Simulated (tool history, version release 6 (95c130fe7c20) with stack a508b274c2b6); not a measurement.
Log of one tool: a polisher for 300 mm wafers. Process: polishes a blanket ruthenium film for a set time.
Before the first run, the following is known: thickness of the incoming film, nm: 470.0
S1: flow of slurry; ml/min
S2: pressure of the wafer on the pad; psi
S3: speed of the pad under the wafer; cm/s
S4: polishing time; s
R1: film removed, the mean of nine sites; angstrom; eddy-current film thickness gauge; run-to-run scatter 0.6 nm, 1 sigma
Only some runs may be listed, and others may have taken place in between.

run	hour	S1	S2	S3	S4	R1
1	0	285	2	80	116	999.65
2	5.7	285	2	92	116	1138.4
3	12.9	285	1.6	90	116	907.17
4	17.1	285	1.6	90	116	920.22
5	21.4	285	1.4	88	116	780.28
6	30.1	230	1.4	88	116	772.69
7	36.1	230	1.3	88	116	716.17

Run 8 has not been measured yet. What should we expect?
8	40	225	1.2	88	116	?

{"run 8": {"R1": 670.35}}

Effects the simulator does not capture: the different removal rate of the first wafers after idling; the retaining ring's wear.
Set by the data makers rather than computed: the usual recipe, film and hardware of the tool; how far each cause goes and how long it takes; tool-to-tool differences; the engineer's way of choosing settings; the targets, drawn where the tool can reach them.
